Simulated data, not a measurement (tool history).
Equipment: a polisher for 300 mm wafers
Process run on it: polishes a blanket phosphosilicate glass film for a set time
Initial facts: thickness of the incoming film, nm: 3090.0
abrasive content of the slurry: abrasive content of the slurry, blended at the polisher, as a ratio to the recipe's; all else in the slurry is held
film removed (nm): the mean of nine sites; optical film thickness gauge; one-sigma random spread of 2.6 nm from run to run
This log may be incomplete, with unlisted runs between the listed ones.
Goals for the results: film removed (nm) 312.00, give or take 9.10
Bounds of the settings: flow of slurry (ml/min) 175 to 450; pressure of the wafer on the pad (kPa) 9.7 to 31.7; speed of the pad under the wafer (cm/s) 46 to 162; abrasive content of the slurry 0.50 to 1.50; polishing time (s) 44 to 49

run,hour,flow of slurry (ml/min),pressure of the wafer on the pad (kPa),speed of the pad under the wafer (cm/s),abrasive content of the slurry,polishing time (s),film removed (nm)
1,0.0,290,20.7,104,1.00,49,520.01
2,2.5,220,20.7,104,1.00,49,503.93
3,5.4,220,17.2,104,1.00,49,413.12
4,6.7,220,17.2,94,1.00,49,394.58
5,11.4,220,17.2,72,1.00,49,330.23
6,14.9,215,16.5,72,1.00,49,325.46
# hour 20.4: head pressure recalibrated
7,20.4,210,15.9,72,1.00,49,291.55
8,22.2,215,15.9,72,1.00,49,292.54

Which of these 5 next moves meets every target?
A,24.0,225,18.6,70,0.90,48,?
B,24.0,190,17.2,72,1.15,49,?
C,24.0,185,15.9,86,1.05,44,?
D,24.0,190,19.3,62,1.15,49,?
E,24.0,175,15.2,58,1.30,49,?

move,film removed (nm)
A,313.68
B,330.27
C,290.03
D,339.20
E,269.10
A: in spec on every target
B: the result that was furthest off in the last run now lies on the other side of its target
C: moves away from the targets compared with the last run
D: the result that was furthest off in the last run now lies on the other side of its target
E: moves away from the targets compared with the last run
Move A is the one to make.

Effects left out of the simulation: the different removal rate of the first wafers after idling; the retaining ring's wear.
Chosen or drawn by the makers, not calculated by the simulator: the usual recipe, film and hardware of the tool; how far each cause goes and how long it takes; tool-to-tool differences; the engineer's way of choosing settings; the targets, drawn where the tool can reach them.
